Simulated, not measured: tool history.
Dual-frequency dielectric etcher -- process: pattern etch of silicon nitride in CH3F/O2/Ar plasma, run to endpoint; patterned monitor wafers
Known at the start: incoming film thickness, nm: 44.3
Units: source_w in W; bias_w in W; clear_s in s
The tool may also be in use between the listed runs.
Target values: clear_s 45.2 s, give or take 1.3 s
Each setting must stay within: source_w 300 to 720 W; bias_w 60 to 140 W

run	hour	source_w	bias_w	clear_s
1	0	510	100	51.613
2	7.2	520	101	51.02
3	11.5	530	102	50.555
4	15.8	540	103	49.481
5	19.3	540	87	52.556
6	23.3	490	87	55.056
7	30.9	510	88	54.153
8	31.5	530	89	52.727
9	40.4	540	90	52.204

Exercise: of the 5 proposed moves below, exactly one satisfies all targets within the stated allowed misses. Which move is it?
A	49.3	580	104	?
B	49.3	640	107	?
C	49.3	690	134	?
D	49.3	590	96	?
E	49.3	620	98	?

move	clear_s
A	47.973
B	45.398
C	40.601
D	48.881
E	47.439
A: nearer than the last run, and not there yet
B: all results in spec
C: the result that was furthest off in the last run now lies on the other side of its target
D: nearer than the last run, and not there yet
E: nearer than the last run, and not there yet
B is the move that brings every result within its allowed miss.
